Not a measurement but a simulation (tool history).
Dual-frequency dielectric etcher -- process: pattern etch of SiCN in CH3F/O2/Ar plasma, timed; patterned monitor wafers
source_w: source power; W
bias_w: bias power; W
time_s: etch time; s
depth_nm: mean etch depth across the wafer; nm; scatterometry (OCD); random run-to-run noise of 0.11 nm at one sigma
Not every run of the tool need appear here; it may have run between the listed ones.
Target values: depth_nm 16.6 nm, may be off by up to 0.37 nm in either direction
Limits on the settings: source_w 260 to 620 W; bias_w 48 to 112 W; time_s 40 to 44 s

run	hour	source_w	bias_w	time_s	depth_nm
1	0	440	80	44	18.453
2	2.1	410	79	44	18.056
3	5	390	78	44	17.388
4	6.5	390	90	44	18.354
5	10.2	390	90	44	18.576
6	16.9	360	89	44	17.887
7	21.4	340	88	44	17.436
8	26.4	330	88	44	17.017

Exactly one of the 5 candidate moves below puts every result within its allowed miss. Which one?
A	31.4	410	94	40	?
B	31.4	350	89	44	?
C	31.4	420	92	41	?
D	31.4	420	92	41.5	?
E	31.4	310	94	43	?

move	depth_nm
A	17.38
B	17.575
C	17.849
D	18.067
E	16.671
A: lands further from the targets than the last run did
B: lands further from the targets than the last run did
C: lands further from the targets than the last run did
D: lands further from the targets than the last run did
E: all results land within tolerance of their targets
Move E is the one to make.

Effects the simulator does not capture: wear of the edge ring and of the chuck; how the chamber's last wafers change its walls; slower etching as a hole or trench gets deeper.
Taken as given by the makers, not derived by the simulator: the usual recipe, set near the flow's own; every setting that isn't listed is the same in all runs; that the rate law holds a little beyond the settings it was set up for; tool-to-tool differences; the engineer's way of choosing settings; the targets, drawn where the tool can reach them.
